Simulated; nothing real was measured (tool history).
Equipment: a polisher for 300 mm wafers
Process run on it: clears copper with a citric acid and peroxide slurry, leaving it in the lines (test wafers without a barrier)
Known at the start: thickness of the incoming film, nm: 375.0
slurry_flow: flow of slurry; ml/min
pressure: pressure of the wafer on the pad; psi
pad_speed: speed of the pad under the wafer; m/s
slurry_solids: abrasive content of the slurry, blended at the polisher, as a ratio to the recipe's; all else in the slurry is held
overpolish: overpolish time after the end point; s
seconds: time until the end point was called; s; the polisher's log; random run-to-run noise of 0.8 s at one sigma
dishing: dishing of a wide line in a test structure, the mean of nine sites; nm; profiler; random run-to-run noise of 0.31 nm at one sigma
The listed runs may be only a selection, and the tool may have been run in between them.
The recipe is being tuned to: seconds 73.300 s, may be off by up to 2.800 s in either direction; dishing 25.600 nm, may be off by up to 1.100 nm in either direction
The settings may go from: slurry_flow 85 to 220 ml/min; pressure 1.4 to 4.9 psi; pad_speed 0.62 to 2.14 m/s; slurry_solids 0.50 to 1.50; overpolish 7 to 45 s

run  hour  slurry_flow  pressure  pad_speed  slurry_solids  overpolish  seconds  dishing
  1   0.0          140       3.1       1.38           1.00          23   86.411   43.579
  2   7.8          140       2.8       1.38           1.00          23   94.619   39.773
  3  16.1          140       2.8       1.38           0.90          23   93.342   40.065
  4  22.1          150       2.4       1.60           0.80          18   94.266   33.962
  5  24.2          150       2.4       1.42           0.80          18  101.670   32.781
  6  31.7          150       2.4       1.20           0.80          18  114.310   30.894
  7  32.7          170       2.2       1.50           0.70          15  103.240   28.436
  8  35.3          185       2.4       1.58           0.65          13   94.467   27.701
     39.8  -- head pressure recalibrated
  9  39.8          195       2.6       1.62           0.60          11   91.581   24.592
 10  42.3          195       2.9       1.64           0.60          11   85.331   26.463
 11  45.4          200       3.1       1.66           0.60          10   80.210   26.228
 12  46.9          200       3.5       1.66           0.60           7   71.758   21.140

Consider the 4 candidate settings below. Which is the only one whose results all fall within their allowed miss of target?
  A  48.4          180       3.6       1.70           0.65          10        ?        ?
  B  48.4          195       3.2       1.86           0.60           7        ?        ?
  C  48.4          180       3.6       1.64           0.65           9        ?        ?
  D  48.4          210       3.6       1.46           0.60          11        ?        ?

move  seconds  dishing
   A   71.592   29.223
   B   73.206   21.753
   C   73.330   26.541
   D   78.023   29.429
A: the result that was furthest off in the last run now lies on the other side of its target
B: nearer than the last run, and not there yet
C: hits every target within its allowed miss
D: the result that was furthest off in the last run now lies on the other side of its target
Answer: C

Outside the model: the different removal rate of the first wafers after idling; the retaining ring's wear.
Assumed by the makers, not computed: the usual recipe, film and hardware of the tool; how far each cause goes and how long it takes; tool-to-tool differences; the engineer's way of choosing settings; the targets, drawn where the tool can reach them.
